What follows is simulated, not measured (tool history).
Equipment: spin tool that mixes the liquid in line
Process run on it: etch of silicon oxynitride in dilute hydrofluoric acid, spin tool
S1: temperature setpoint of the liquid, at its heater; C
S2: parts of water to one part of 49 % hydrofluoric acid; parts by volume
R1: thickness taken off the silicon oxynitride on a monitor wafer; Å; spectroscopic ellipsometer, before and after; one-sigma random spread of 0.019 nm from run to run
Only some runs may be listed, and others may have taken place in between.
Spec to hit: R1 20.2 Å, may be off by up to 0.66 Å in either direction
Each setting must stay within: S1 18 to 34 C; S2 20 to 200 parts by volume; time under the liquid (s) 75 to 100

run 1 hour=0 | S1=26 S2=110 time_under_the_liquid_(s)=100 | R1=32.141
run 2 hour=4.6 | S1=26 S2=75 time_under_the_liquid_(s)=100 | R1=48.909
run 3 hour=13.1 | S1=23.5 S2=75 time_under_the_liquid_(s)=100 | R1=42.943
run 4 hour=15.2 | S1=26.5 S2=75 time_under_the_liquid_(s)=100 | R1=50.343
run 5 hour=17.6 | S1=26.5 S2=75 time_under_the_liquid_(s)=100 | R1=49.094
run 6 hour=21.3 | S1=24.5 S2=85 time_under_the_liquid_(s)=100 | R1=39.6
run 7 hour=28.2 | S1=23 S2=90 time_under_the_liquid_(s)=100 | R1=34.533
run 8 hour=30.2 | S1=22 S2=95 time_under_the_liquid_(s)=100 | R1=31.33
run 9 hour=36.5 | S1=21 S2=100 time_under_the_liquid_(s)=100 | R1=27.885
run 10 hour=44.5 | S1=20.5 S2=105 time_under_the_liquid_(s)=100 | R1=25.797
run 11 hour=45.3 | S1=20 S2=110 time_under_the_liquid_(s)=100 | R1=24.046
run 12 hour=52.9 | S1=19.5 S2=110 time_under_the_liquid_(s)=100 | R1=23.082
run 13 hour=60.3 | S1=19 S2=110 time_under_the_liquid_(s)=100 | R1=23.161
run 14 hour=65.7 | S1=19 S2=110 time_under_the_liquid_(s)=100 | R1=22.982
run 15 hour=71.8 | S1=18.5 S2=115 time_under_the_liquid_(s)=100 | R1=21.37
run 16 hour=75.5 | S1=18 S2=115 time_under_the_liquid_(s)=100 | R1=20.885

Which single option among these 4 for the next run brings every result within its allowed miss of target? Just one does.
run A hour=79.2 | S1=18 S2=105 time_under_the_liquid_(s)=80 | R1=?
run B hour=79.2 | S1=18 S2=95 time_under_the_liquid_(s)=75 | R1=?
run C hour=79.2 | S1=18 S2=120 time_under_the_liquid_(s)=95 | R1=?
run D hour=79.2 | S1=18.5 S2=115 time_under_the_liquid_(s)=95 | R1=?

move=A R1=18.515
move=B R1=19.314
move=C R1=19.047
move=D R1=20.439
A: the result that was furthest off in the last run now lies on the other side of its target
B: the result that was furthest off in the last run now lies on the other side of its target
C: the result that was furthest off in the last run now lies on the other side of its target
D: all results in spec
D meets every target.
